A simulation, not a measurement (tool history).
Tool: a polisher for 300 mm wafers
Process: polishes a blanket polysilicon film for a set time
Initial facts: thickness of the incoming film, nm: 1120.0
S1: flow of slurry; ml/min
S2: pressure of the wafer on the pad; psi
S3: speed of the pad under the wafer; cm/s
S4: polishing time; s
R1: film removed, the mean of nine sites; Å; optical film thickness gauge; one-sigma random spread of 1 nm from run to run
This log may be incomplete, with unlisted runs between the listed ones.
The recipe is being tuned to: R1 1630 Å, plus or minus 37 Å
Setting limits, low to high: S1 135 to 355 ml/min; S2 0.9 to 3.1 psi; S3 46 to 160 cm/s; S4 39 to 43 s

Run 1, day 0: S1 225 ml/min, S2 2 psi, S3 102 cm/s, S4 43 s. Result: R1 2564 Å.
Run 2, day 0.142: S1 225 ml/min, S2 2 psi, S3 118 cm/s, S4 43 s. Result: R1 2931.5 Å.
Run 3, day 0.408: S1 200 ml/min, S2 2 psi, S3 118 cm/s, S4 43 s. Result: R1 2893 Å.
Run 4, day 0.467: S1 195 ml/min, S2 1.8 psi, S3 118 cm/s, S4 43 s. Result: R1 2598 Å.
Run 5, day 0.658: S1 190 ml/min, S2 1.6 psi, S3 118 cm/s, S4 43 s. Result: R1 2344.5 Å.
Run 6, day 0.721: S1 185 ml/min, S2 1.4 psi, S3 118 cm/s, S4 43 s. Result: R1 2054.2 Å.
Run 7, day 0.979: S1 180 ml/min, S2 1.3 psi, S3 118 cm/s, S4 43 s. Result: R1 1902.3 Å.
Run 8, day 1.246: S1 175 ml/min, S2 1.2 psi, S3 118 cm/s, S4 43 s. Result: R1 1793.5 Å.
Run 9, day 1.462: S1 170 ml/min, S2 1.2 psi, S3 118 cm/s, S4 43 s. Result: R1 1760.1 Å.
Run 10, day 1.75: S1 170 ml/min, S2 1.2 psi, S3 118 cm/s, S4 43 s. Result: R1 1776.6 Å.
Run 11, day 2.108: S1 165 ml/min, S2 1.2 psi, S3 118 cm/s, S4 43 s. Result: R1 1763.6 Å.
Run 12, day 2.458: S1 150 ml/min, S2 1 psi, S3 118 cm/s, S4 43 s. Result: R1 1480 Å.
Run 13, day 2.5: S1 160 ml/min, S2 1 psi, S3 118 cm/s, S4 43 s. Result: R1 1474.9 Å.
Run 14, day 2.554: S1 170 ml/min, S2 1.2 psi, S3 118 cm/s, S4 43 s. Result: R1 1771.4 Å.
Run 15, day 2.879: S1 165 ml/min, S2 1.2 psi, S3 118 cm/s, S4 43 s. Result: R1 1751.9 Å.
Run 16, day 3.117: S1 160 ml/min, S2 1.2 psi, S3 118 cm/s, S4 43 s. Result: R1 1748.6 Å.
Run 17, day 3.167: S1 155 ml/min, S2 1.2 psi, S3 118 cm/s, S4 43 s. Result: R1 1764.3 Å.

Exercise: of the 5 proposed moves below, exactly one satisfies all targets within the stated allowed misses. Which move is it?
Run A, day 3.217: S1 135 ml/min, S2 1.1 psi, S3 142 cm/s, S4 43 s. Result: R1 ?.
Run B, day 3.217: S1 180 ml/min, S2 1.2 psi, S3 134 cm/s, S4 40 s. Result: R1 ?.
Run C, day 3.217: S1 210 ml/min, S2 1 psi, S3 132 cm/s, S4 43 s. Result: R1 ?.
Run D, day 3.217: S1 210 ml/min, S2 1 psi, S3 124 cm/s, S4 43 s. Result: R1 ?.
Run E, day 3.217: S1 205 ml/min, S2 1.7 psi, S3 88 cm/s, S4 39 s. Result: R1 ?.

move      R1
   A  1888.1
   B  1882.3
   C    1729
   D  1626.7
   E  1709.1
A: the biggest miss grows against the last run
B: the biggest miss grows against the last run
C: better than the last run, though not everything is in spec
D: in spec on every target
E: better than the last run, though not everything is in spec
Answer: D
